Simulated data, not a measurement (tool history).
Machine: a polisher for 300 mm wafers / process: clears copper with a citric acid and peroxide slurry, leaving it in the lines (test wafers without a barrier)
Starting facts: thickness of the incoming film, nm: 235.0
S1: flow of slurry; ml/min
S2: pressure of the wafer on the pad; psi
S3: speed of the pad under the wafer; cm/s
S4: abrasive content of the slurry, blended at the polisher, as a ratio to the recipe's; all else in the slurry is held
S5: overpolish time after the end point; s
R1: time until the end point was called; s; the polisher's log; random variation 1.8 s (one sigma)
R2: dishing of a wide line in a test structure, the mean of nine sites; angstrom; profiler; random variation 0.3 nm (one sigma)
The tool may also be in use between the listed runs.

Run 1, day 0: S1 195 ml/min, S2 2.2 psi, S3 106 cm/s, S4 1, S5 26 s. Result: R1 158.02 s, R2 188.78 angstrom.
Run 2, day 0.15: S1 195 ml/min, S2 1.8 psi, S3 106 cm/s, S4 1, S5 26 s. Result: R1 184.8 s, R2 165.34 angstrom.
Run 3, day 0.171: S1 195 ml/min, S2 2.1 psi, S3 106 cm/s, S4 1, S5 26 s. Result: R1 160.72 s, R2 177.25 angstrom.
Run 4, day 0.308: S1 195 ml/min, S2 2.1 psi, S3 118 cm/s, S4 1, S5 21 s. Result: R1 147.59 s, R2 166.9 angstrom.
Run 5, day 0.596: S1 195 ml/min, S2 2.1 psi, S3 102 cm/s, S4 1, S5 21 s. Result: R1 175.5 s, R2 159.01 angstrom.
Run 6, day 0.783: S1 195 ml/min, S2 2.1 psi, S3 102 cm/s, S4 1, S5 30 s. Result: R1 167.26 s, R2 191.84 angstrom.
Run 7, day 1.021: S1 215 ml/min, S2 2 psi, S3 120 cm/s, S4 1.15, S5 24 s. Result: R1 141.23 s, R2 193.21 angstrom.
Run 8, day 1.229: S1 190 ml/min, S2 2.2 psi, S3 132 cm/s, S4 0.95, S5 20 s. Result: R1 129.2 s, R2 184.8 angstrom.
Run 9, day 1.304: S1 170 ml/min, S2 2.3 psi, S3 142 cm/s, S4 0.85, S5 17 s. Result: R1 117.46 s, R2 167.37 angstrom.

Run 10, settings as shown, results not yet in. Your forecast:
At day 1.679: worn pad replaced by a new one.
Run 10, day 1.679: S1 155 ml/min, S2 2.4 psi, S3 148 cm/s, S4 0.75, S5 15 s. Result: R1 ?, R2 ?.

R1: 104.02 s
R2: 168.37 angstrom
